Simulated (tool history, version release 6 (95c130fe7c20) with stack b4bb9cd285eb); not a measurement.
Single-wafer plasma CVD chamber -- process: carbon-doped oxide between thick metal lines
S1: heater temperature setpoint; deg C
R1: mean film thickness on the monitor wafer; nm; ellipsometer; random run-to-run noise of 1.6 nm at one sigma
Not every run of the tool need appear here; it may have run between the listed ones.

{"run": 1, "day": 0.0, "S1": 365, "chamber pressure (mTorr)": 5760, "RF power (kW)": 0.675, "deposition time (s)": 69.8, "R1": 429.36}
{"run": 2, "day": 0.304, "S1": 365, "chamber pressure (mTorr)": 5380, "RF power (kW)": 0.675, "deposition time (s)": 69.8, "R1": 424.54}
{"run": 3, "day": 0.433, "S1": 365, "chamber pressure (mTorr)": 5380, "RF power (kW)": 0.725, "deposition time (s)": 69.8, "R1": 449.55}
{"run": 4, "day": 0.571, "S1": 366, "chamber pressure (mTorr)": 5230, "RF power (kW)": 0.7, "deposition time (s)": 69.6, "R1": 430.1}
{"run": 5, "day": 0.712, "S1": 367, "chamber pressure (mTorr)": 5020, "RF power (kW)": 0.685, "deposition time (s)": 69.5, "R1": 417.69}
{"run": 6, "day": 1.038, "S1": 369, "chamber pressure (mTorr)": 4830, "RF power (kW)": 0.675, "deposition time (s)": 69.4, "R1": 407.66}
{"run": 7, "day": 1.167, "S1": 370, "chamber pressure (mTorr)": 4660, "RF power (kW)": 0.665, "deposition time (s)": 69.3, "R1": 395.91}
{"run": 8, "day": 1.208, "S1": 381, "chamber pressure (mTorr)": 3510, "RF power (kW)": 0.575, "deposition time (s)": 68.7, "R1": 321.3}
{"run": 9, "day": 1.488, "S1": 380, "chamber pressure (mTorr)": 3550, "RF power (kW)": 0.575, "deposition time (s)": 68.7, "R1": 320.52}
{"run": 10, "day": 1.588, "S1": 379, "chamber pressure (mTorr)": 3590, "RF power (kW)": 0.575, "deposition time (s)": 68.7, "R1": 321.75}
{"run": 11, "day": 1.788, "S1": 378, "chamber pressure (mTorr)": 3640, "RF power (kW)": 0.575, "deposition time (s)": 68.7, "R1": 317.68}
{"run": 12, "day": 1.867, "S1": 378, "chamber pressure (mTorr)": 3760, "RF power (kW)": 0.575, "deposition time (s)": 68.7, "R1": 322.57}
{"run": 13, "day": 1.938, "S1": 377, "chamber pressure (mTorr)": 3850, "RF power (kW)": 0.575, "deposition time (s)": 68.7, "R1": 323.93}
{"run": 14, "day": 2.112, "S1": 377, "chamber pressure (mTorr)": 3950, "RF power (kW)": 0.575, "deposition time (s)": 68.7, "R1": 324.61}

Run 15 comes next. What will it give?
{"run": 15, "day": 2.454, "S1": 370, "chamber pressure (mTorr)": 4840, "RF power (kW)": 0.6, "deposition time (s)": 68.8, "R1": "?"}

Run 15 produced R1 360.7 nm.
